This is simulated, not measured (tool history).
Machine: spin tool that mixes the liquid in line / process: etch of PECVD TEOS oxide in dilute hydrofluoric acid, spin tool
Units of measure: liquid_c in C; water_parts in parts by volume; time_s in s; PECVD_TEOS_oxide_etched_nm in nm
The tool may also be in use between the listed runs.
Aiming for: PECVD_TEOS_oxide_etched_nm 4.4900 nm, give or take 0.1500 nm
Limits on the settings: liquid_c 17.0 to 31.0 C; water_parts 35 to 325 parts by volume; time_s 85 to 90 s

{"run": 1, "hour": 0.0, "liquid_c": 23.0, "water_parts": 180, "time_s": 85, "PECVD_TEOS_oxide_etched_nm": 6.2579}
{"run": 2, "hour": 5.4, "liquid_c": 23.0, "water_parts": 180, "time_s": 90, "PECVD_TEOS_oxide_etched_nm": 6.5934}
{"run": 3, "hour": 7.4, "liquid_c": 23.0, "water_parts": 230, "time_s": 90, "PECVD_TEOS_oxide_etched_nm": 5.0289}
{"run": 4, "hour": 15.1, "liquid_c": 22.5, "water_parts": 230, "time_s": 90, "PECVD_TEOS_oxide_etched_nm": 4.8744}
{"run": 5, "hour": 17.3, "liquid_c": 22.0, "water_parts": 230, "time_s": 90, "PECVD_TEOS_oxide_etched_nm": 4.7809}
{"run": 6, "hour": 18.2, "liquid_c": 22.0, "water_parts": 230, "time_s": 90, "PECVD_TEOS_oxide_etched_nm": 4.8567}
{"run": 7, "hour": 23.7, "liquid_c": 21.5, "water_parts": 230, "time_s": 90, "PECVD_TEOS_oxide_etched_nm": 4.7167}
{"run": 8, "hour": 29.0, "liquid_c": 21.0, "water_parts": 230, "time_s": 90, "PECVD_TEOS_oxide_etched_nm": 4.6359}

Of the 4 settings listed for the next run, only one would bring every result within its allowed miss of target. Which one?
{"run": "A", "hour": 34.3, "liquid_c": 22.0, "water_parts": 215, "time_s": 85, "PECVD_TEOS_oxide_etched_nm": "?"}
{"run": "B", "hour": 34.3, "liquid_c": 22.0, "water_parts": 245, "time_s": 90, "PECVD_TEOS_oxide_etched_nm": "?"}
{"run": "C", "hour": 34.3, "liquid_c": 21.5, "water_parts": 205, "time_s": 85, "PECVD_TEOS_oxide_etched_nm": "?"}
{"run": "D", "hour": 34.3, "liquid_c": 22.0, "water_parts": 230, "time_s": 90, "PECVD_TEOS_oxide_etched_nm": "?"}

move=A PECVD_TEOS_oxide_etched_nm=5.0185
move=B PECVD_TEOS_oxide_etched_nm=4.5258
move=C PECVD_TEOS_oxide_etched_nm=5.2177
move=D PECVD_TEOS_oxide_etched_nm=4.8930
A: lands further from the targets than the last run did
B: every result within its allowed miss
C: lands further from the targets than the last run did
D: lands further from the targets than the last run did
Go with B: it meets all targets.
